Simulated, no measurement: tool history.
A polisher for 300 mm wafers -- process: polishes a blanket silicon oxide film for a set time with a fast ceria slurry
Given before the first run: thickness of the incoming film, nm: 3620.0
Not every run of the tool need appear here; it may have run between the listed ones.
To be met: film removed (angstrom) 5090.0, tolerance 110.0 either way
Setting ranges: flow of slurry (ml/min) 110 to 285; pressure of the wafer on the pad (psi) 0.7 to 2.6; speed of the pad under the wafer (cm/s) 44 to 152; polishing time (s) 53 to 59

run  hour  flow of slurry (ml/min)  pressure of the wafer on the pad (psi)  speed of the pad under the wafer (cm/s)  polishing time (s)  film removed (angstrom)
  1   0.0                      180                                     1.6                                       98                  59                   5911.5
  2   3.2                      180                                     1.6                                      110                  59                   6519.1
  3   6.5                      180                                     1.6                                      128                  59                   7390.6
  4  12.9                      180                                     1.8                                      128                  59                   8258.5
  5  13.9                      205                                     1.8                                      128                  59                   8460.2
  6  18.1                      195                                     1.5                                      128                  59                   6986.1
  7  21.0                      190                                     1.3                                      128                  59                   6129.1
  8  26.7                      185                                     1.2                                      128                  59                   5643.7
  9  28.7                      175                                     1.2                                      128                  59                   5589.7
 10  32.0                      160                                     1.2                                      128                  59                   5490.9
 11  38.7                      150                                     1.2                                      128                  59                   5391.9
 12  44.4                      140                                     1.2                                      128                  59                   5326.3
 13  48.7                      135                                     1.2                                      128                  59                   5231.9
 14  50.2                      130                                     1.2                                      128                  59                   5273.1
 15  51.5                      125                                     1.1                                      128                  59                   4804.1
 16  59.8                      135                                     1.1                                      128                  59                   4834.2
 17  61.8                      135                                     1.1                                      128                  59                   4893.1
 18  68.8                      140                                     1.1                                      128                  59                   4906.5

5 candidate next runs follow, results not yet known. Just one meets every target within its allowed miss. Identify it.
  A  75.8                      130                                     1.3                                      124                  54                        ?
  B  75.8                      130                                     1.1                                      142                  59                        ?
  C  75.8                      170                                     1.1                                      144                  56                        ?
  D  75.8                      115                                     1.2                                      136                  59                        ?
  E  75.8                      145                                     1.2                                      128                  59                        ?

move  film removed (angstrom)
   A                   5105.3
   B                   5318.6
   C                   5390.2
   D                   5406.5
   E                   5430.1
A: every result within its allowed miss
B: the result that was furthest off in the last run now lies on the other side of its target
C: the result that was furthest off in the last run now lies on the other side of its target
D: the result that was furthest off in the last run now lies on the other side of its target
E: the result that was furthest off in the last run now lies on the other side of its target
Go with A: it meets all targets.

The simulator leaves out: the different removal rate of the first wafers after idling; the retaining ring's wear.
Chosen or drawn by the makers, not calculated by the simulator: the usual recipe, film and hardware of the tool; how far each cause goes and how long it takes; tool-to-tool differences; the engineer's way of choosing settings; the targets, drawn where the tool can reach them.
